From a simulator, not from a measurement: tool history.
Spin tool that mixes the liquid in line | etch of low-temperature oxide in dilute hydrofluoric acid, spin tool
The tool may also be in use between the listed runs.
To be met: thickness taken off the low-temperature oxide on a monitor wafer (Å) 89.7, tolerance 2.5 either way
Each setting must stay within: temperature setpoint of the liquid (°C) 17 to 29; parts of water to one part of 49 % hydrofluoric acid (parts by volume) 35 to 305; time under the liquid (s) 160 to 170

| run | day | temperature setpoint of the liquid (°C) | parts of water to one part of 49 % hydrofluoric acid (parts by volume) | time under the liquid (s) | thickness taken off the low-temperature oxide on a monitor wafer (Å) |
|---|---|---|---|---|---|
| 1 | 0 | 21 | 170 | 160 | 142.5 |
| 2 | 0.204 | 19.5 | 170 | 160 | 133.39 |
| 3 | 0.504 | 19.5 | 170 | 170 | 143 |
| 4 | 0.871 | 18.5 | 185 | 170 | 123.52 |
| 5 | 1.167 | 18.5 | 185 | 160 | 115.63 |
| 6 | 1.279 | 17 | 185 | 160 | 110.23 |
| 7 | 1.362 | 17 | 195 | 160 | 103.47 |
| 8 | 1.625 | 17 | 200 | 160 | 101.07 |
| 9 | 1.817 | 17 | 205 | 160 | 97.332 |
| 10 | 1.95 | 17 | 210 | 160 | 95.03 |
| 11 | 2.146 | 17 | 215 | 160 | 91.834 |

Which one of the following 5 next-run settings gets every result inside its allowed miss? There is exactly one.
| A | 2.342 | 17.5 | 215 | 165 | ? |
| B | 2.342 | 17 | 230 | 160 | ? |
| C | 2.342 | 17 | 205 | 160 | ? |
| D | 2.342 | 17 | 210 | 160 | ? |
| E | 2.342 | 20 | 240 | 160 | ? |

| move | thickness taken off the low-temperature oxide on a monitor wafer (Å) |
|---|---|
| A | 97.847 |
| B | 85.802 |
| C | 98.454 |
| D | 95.675 |
| E | 91.452 |
A: further off than the last run
B: pushes the last run's worst result past its target
C: further off than the last run
D: further off than the last run
E: every result within its allowed miss
So the answer is move E, the one that meets all the targets.

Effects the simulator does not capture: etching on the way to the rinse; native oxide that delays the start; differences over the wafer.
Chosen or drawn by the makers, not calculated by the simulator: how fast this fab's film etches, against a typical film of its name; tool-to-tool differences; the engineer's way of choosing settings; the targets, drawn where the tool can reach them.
